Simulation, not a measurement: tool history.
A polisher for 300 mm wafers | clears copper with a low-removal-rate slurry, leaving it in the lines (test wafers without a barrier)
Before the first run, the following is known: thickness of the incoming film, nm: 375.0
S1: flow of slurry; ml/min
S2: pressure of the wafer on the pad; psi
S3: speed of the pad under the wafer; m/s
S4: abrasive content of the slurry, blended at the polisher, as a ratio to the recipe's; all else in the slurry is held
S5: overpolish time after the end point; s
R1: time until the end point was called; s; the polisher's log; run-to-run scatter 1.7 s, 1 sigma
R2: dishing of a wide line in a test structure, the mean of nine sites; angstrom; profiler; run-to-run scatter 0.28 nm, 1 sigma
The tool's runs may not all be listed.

| run | day | S1 | S2 | S3 | S4 | S5 | R1 | R2 |
|---|---|---|---|---|---|---|---|---|
| 1 | 0 | 190 | 2.5 | 1.14 | 1 | 11 | 117.33 | 183.29 |
| 2 | 0.05 | 190 | 2.5 | 1.14 | 1 | 6 | 120.59 | 115.63 |
| 3 | 0.429 | 190 | 2.4 | 1.14 | 1 | 7 | 122.01 | 127.57 |
| 4 | 0.483 | 190 | 2.3 | 1.14 | 1 | 7 | 128.3 | 124.56 |
| 5 | 0.788 | 190 | 2.2 | 1.14 | 1 | 7 | 133.73 | 117.09 |
| 6 | 0.933 | 190 | 2.1 | 1.14 | 1 | 7 | 139.8 | 117.58 |
| 7 | 1.079 | 190 | 2 | 1.14 | 1 | 7 | 147.43 | 114.22 |

Predict the results of run 8:
| 8 | 1.121 | 190 | 1.9 | 1.14 | 1 | 7 | ? | ? |

R1: 156.12 s
R2: 104.22 angstrom

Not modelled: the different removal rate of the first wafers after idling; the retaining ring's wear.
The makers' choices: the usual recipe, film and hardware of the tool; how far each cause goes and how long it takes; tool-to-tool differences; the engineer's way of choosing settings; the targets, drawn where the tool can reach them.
